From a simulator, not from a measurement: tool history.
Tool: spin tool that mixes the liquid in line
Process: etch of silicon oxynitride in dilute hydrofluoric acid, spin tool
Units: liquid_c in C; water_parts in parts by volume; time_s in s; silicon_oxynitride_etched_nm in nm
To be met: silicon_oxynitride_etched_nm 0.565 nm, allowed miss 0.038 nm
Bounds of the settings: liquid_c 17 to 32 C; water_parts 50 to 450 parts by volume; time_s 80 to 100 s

run	hour	liquid_c	water_parts	time_s	silicon_oxynitride_etched_nm
1	0	24	250	100	0.79667
2	1.7	23	255	100	0.75711
3	2.5	22.5	260	100	0.72288
4	9.3	26	260	100	0.80362
5	16.8	28	260	100	0.90992
6	22.7	27	265	100	0.83179
7	30.7	26	270	100	0.79551
8	33.4	25	275	100	0.76528
9	37.8	24	280	100	0.70857
10	40.3	23.5	285	100	0.65343
11	41.5	23	285	100	0.63642
12	42.7	22.5	285	100	0.62864
13	48.3	22	285	100	0.62588
14	52.7	21.5	285	100	0.59564

4 next moves are on the table. One of them brings every result within its allowed miss. Which?
A	57.1	18.5	235	100	?
B	57.1	19	200	80	?
C	57.1	18	235	100	?
D	57.1	21.5	245	80	?

move	silicon_oxynitride_etched_nm
A	0.66839
B	0.65716
C	0.65302
D	0.58434
A: further off than the last run
B: further off than the last run
C: further off than the last run
D: meets every target
Answer: D
